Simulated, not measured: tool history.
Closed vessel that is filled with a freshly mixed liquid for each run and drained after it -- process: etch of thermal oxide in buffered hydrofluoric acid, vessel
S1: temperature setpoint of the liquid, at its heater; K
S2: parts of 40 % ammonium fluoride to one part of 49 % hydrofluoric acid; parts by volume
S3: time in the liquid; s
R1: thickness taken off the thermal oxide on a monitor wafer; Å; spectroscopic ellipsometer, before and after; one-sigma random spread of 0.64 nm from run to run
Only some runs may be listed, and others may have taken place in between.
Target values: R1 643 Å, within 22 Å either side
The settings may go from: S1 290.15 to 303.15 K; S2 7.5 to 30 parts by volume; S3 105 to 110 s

run 1 hour=0 | S1=295.15 S2=20.5 S3=105 | R1=510.8
run 2 hour=3.5 | S1=292.15 S2=20.5 S3=105 | R1=428.57
run 3 hour=5.4 | S1=292.15 S2=25.5 S3=105 | R1=374.02
run 4 hour=13 | S1=294.65 S2=25.5 S3=105 | R1=425.43
run 5 hour=18.1 | S1=294.65 S2=25.5 S3=105 | R1=423.55
run 6 hour=22.8 | S1=292.15 S2=25.5 S3=105 | R1=367.92
run 7 hour=29.5 | S1=294.15 S2=25.5 S3=105 | R1=409.76
run 8 hour=34.6 | S1=295.65 S2=25.5 S3=105 | R1=450.76
run 9 hour=43.3 | S1=296.65 S2=25.5 S3=105 | R1=473.14
run 10 hour=44.3 | S1=297.65 S2=25.5 S3=105 | R1=497.84
run 11 hour=51 | S1=298.65 S2=25.5 S3=105 | R1=538.34
run 12 hour=56.4 | S1=299.15 S2=25.5 S3=105 | R1=550.33
run 13 hour=64.9 | S1=299.65 S2=25.5 S3=105 | R1=562.3
run 14 hour=72.6 | S1=300.15 S2=25.5 S3=105 | R1=575.95
run 15 hour=78.5 | S1=300.65 S2=25.5 S3=105 | R1=597.16
run 16 hour=84.6 | S1=301.15 S2=25.5 S3=105 | R1=606.77

Which one of the following 4 next-run settings gets every result inside its allowed miss? There is exactly one.
run A hour=90.7 | S1=302.15 S2=25 S3=105 | R1=?
run B hour=90.7 | S1=303.15 S2=26 S3=110 | R1=?
run C hour=90.7 | S1=298.65 S2=18 S3=105 | R1=?
run D hour=90.7 | S1=303.15 S2=26.5 S3=110 | R1=?

move=A R1=646.33
move=B R1=695.21
move=C R1=692.31
move=D R1=686.24
A: in spec on every target
B: moves the result that the last run missed by most past its target, out the other side
C: moves the result that the last run missed by most past its target, out the other side
D: moves the result that the last run missed by most past its target, out the other side
A is the move that brings every result within its allowed miss.

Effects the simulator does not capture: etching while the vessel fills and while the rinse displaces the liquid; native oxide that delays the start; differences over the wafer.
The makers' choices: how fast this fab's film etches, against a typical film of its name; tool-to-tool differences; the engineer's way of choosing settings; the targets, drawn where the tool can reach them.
